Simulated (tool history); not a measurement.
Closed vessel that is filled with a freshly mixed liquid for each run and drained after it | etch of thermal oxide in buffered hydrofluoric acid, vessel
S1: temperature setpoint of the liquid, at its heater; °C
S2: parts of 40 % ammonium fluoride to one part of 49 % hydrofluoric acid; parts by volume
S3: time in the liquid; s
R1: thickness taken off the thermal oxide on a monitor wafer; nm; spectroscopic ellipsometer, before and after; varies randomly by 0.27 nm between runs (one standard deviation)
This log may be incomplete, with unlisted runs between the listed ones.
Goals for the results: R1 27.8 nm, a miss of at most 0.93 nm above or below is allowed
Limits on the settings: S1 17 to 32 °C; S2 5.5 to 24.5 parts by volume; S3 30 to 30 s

run 1 hour=0 | S1=24 S2=15 S3=30 | R1=23.085
run 2 hour=3.4 | S1=24 S2=13 S3=30 | R1=26.24
run 3 hour=11 | S1=24 S2=10.5 S3=30 | R1=32.398
run 4 hour=19.7 | S1=24 S2=7.5 S3=30 | R1=43.824
run 5 hour=28.8 | S1=24 S2=5.5 S3=30 | R1=58.861
run 6 hour=31.7 | S1=23 S2=6 S3=30 | R1=51.553
run 7 hour=34.1 | S1=22.5 S2=6.5 S3=30 | R1=46.509
run 8 hour=36.8 | S1=22 S2=7 S3=30 | R1=42.488
run 9 hour=42.5 | S1=18 S2=9 S3=30 | R1=25.777
run 10 hour=49.7 | S1=18.5 S2=9 S3=30 | R1=26.398

Which single option among these 4 for the next run brings every result within its allowed miss of target? Just one does.
run A hour=56.9 | S1=19 S2=8.5 S3=30 | R1=?
run B hour=56.9 | S1=17 S2=8 S3=30 | R1=?
run C hour=56.9 | S1=17 S2=7.5 S3=30 | R1=?
run D hour=56.9 | S1=18.5 S2=8 S3=30 | R1=?

move=A R1=29.1
move=B R1=27.746
move=C R1=29.754
move=D R1=30.214
A: the result that was furthest off in the last run now lies on the other side of its target
B: every result lands within tolerance
C: the result that was furthest off in the last run now lies on the other side of its target
D: the result that was furthest off in the last run now lies on the other side of its target
B meets every target.
